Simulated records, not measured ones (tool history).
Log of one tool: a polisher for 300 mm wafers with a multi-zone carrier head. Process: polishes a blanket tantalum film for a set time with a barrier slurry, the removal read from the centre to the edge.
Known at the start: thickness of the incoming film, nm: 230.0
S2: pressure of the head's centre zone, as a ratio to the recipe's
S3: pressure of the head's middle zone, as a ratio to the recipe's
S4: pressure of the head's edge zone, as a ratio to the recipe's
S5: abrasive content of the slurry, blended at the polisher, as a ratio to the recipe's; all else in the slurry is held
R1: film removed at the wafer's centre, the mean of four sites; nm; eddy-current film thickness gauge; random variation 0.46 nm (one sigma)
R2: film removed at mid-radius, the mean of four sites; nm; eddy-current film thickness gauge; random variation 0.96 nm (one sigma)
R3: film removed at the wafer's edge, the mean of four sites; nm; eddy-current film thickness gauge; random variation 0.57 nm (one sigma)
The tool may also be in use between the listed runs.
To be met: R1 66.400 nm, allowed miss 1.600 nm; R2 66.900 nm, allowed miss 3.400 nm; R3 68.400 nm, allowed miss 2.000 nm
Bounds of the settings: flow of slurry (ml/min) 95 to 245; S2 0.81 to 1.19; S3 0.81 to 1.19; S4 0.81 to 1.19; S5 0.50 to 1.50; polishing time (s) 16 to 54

run 1 hour=0.0 | flow_of_slurry_(ml/min)=155 S2=1.00 S3=1.00 S4=1.00 S5=1.00 polishing_time_(s)=35 | R1=55.077 R2=57.385 R3=55.536
run 2 hour=3.0 | flow_of_slurry_(ml/min)=155 S2=1.00 S3=1.00 S4=1.05 S5=1.00 polishing_time_(s)=35 | R1=54.350 R2=57.598 R3=56.959
run 3 hour=10.6 | flow_of_slurry_(ml/min)=155 S2=1.00 S3=1.00 S4=1.05 S5=1.15 polishing_time_(s)=35 | R1=57.310 R2=58.984 R3=58.939
run 4 hour=13.6 | flow_of_slurry_(ml/min)=175 S2=1.00 S3=1.00 S4=1.05 S5=1.15 polishing_time_(s)=35 | R1=59.175 R2=61.066 R3=60.431
run 5 hour=18.9 | flow_of_slurry_(ml/min)=175 S2=1.05 S3=1.00 S4=1.05 S5=1.15 polishing_time_(s)=35 | R1=60.981 R2=59.984 R3=59.657
run 6 hour=26.3 | flow_of_slurry_(ml/min)=175 S2=1.05 S3=1.00 S4=1.05 S5=1.15 polishing_time_(s)=41 | R1=71.040 R2=71.926 R3=70.335
run 7 hour=30.6 | flow_of_slurry_(ml/min)=170 S2=1.05 S3=1.00 S4=1.05 S5=1.15 polishing_time_(s)=41 | R1=70.756 R2=69.589 R3=70.354
run 8 hour=39.4 | flow_of_slurry_(ml/min)=170 S2=1.05 S3=1.00 S4=1.05 S5=1.15 polishing_time_(s)=41 | R1=71.020 R2=71.410 R3=69.876

5 next moves are on the table. One of them brings every result within its allowed miss. Which?
run A hour=48.2 | flow_of_slurry_(ml/min)=170 S2=1.15 S3=0.92 S4=0.99 S5=1.30 polishing_time_(s)=40 | R1=? R2=? R3=?
run B hour=48.2 | flow_of_slurry_(ml/min)=160 S2=0.99 S3=1.12 S4=1.02 S5=1.10 polishing_time_(s)=44 | R1=? R2=? R3=?
run C hour=48.2 | flow_of_slurry_(ml/min)=160 S2=0.96 S3=0.94 S4=1.00 S5=1.15 polishing_time_(s)=41 | R1=? R2=? R3=?
run D hour=48.2 | flow_of_slurry_(ml/min)=160 S2=1.09 S3=0.99 S4=1.01 S5=1.10 polishing_time_(s)=44 | R1=? R2=? R3=?
run E hour=48.2 | flow_of_slurry_(ml/min)=200 S2=1.14 S3=1.07 S4=1.08 S5=1.10 polishing_time_(s)=41 | R1=? R2=? R3=?

move=A R1=75.963 R2=66.096 R3=67.762
move=B R1=71.063 R2=80.626 R3=71.562
move=C R1=65.601 R2=66.156 R3=67.087
move=D R1=76.044 R2=72.957 R3=71.337
move=E R1=75.485 R2=74.311 R3=69.990
A: further off than the last run
B: further off than the last run
C: meets every target
D: further off than the last run
E: further off than the last run
Answer: C
